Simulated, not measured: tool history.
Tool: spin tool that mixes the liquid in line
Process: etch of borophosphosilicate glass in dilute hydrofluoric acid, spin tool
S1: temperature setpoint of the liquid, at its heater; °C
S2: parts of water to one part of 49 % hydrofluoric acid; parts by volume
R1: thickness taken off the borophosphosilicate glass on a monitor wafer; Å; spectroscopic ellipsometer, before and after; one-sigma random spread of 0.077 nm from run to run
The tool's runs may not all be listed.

run 1 hour=0.0 | S1=22.0 S2=185 time_under_the_liquid_(s)=20 | R1=63.612
run 2 hour=5.2 | S1=22.0 S2=230 time_under_the_liquid_(s)=20 | R1=49.424
run 3 hour=12.5 | S1=23.5 S2=220 time_under_the_liquid_(s)=20 | R1=54.693
run 4 hour=18.2 | S1=24.5 S2=210 time_under_the_liquid_(s)=20 | R1=59.961
run 5 hour=23.5 | S1=24.5 S2=210 time_under_the_liquid_(s)=20 | R1=59.744
run 6 hour=28.6 | S1=25.5 S2=200 time_under_the_liquid_(s)=20 | R1=66.118
run 7 hour=30.1 | S1=26.5 S2=195 time_under_the_liquid_(s)=20 | R1=70.755
run 8 hour=32.6 | S1=30.0 S2=170 time_under_the_liquid_(s)=20 | R1=94.488

For run 9, what comes out?
run 9 hour=39.3 | S1=29.5 S2=170 time_under_the_liquid_(s)=20 | R1=?

R1: 93.381 Å
